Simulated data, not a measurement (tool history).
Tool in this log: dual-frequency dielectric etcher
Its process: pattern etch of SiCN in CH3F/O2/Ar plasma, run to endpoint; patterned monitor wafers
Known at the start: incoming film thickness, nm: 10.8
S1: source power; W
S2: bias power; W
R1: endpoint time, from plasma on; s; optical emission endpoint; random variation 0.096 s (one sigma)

{"run": 1, "hour": 0.0, "S1": 450, "S2": 66, "R1": 29.021}
{"run": 2, "hour": 1.7, "S1": 450, "S2": 70, "R1": 28.53}
{"run": 3, "hour": 7.2, "S1": 490, "S2": 71, "R1": 27.0}
{"run": 4, "hour": 13.0, "S1": 550, "S2": 71, "R1": 25.089}
{"run": 5, "hour": 17.7, "S1": 560, "S2": 71, "R1": 24.788}
{"run": 6, "hour": 20.5, "S1": 560, "S2": 61, "R1": 26.27}

Run 7 is up next; what results do you expect?
{"run": 7, "hour": 29.0, "S1": 570, "S2": 61, "R1": "?"}

{"run 7": {"R1": 26.089}}

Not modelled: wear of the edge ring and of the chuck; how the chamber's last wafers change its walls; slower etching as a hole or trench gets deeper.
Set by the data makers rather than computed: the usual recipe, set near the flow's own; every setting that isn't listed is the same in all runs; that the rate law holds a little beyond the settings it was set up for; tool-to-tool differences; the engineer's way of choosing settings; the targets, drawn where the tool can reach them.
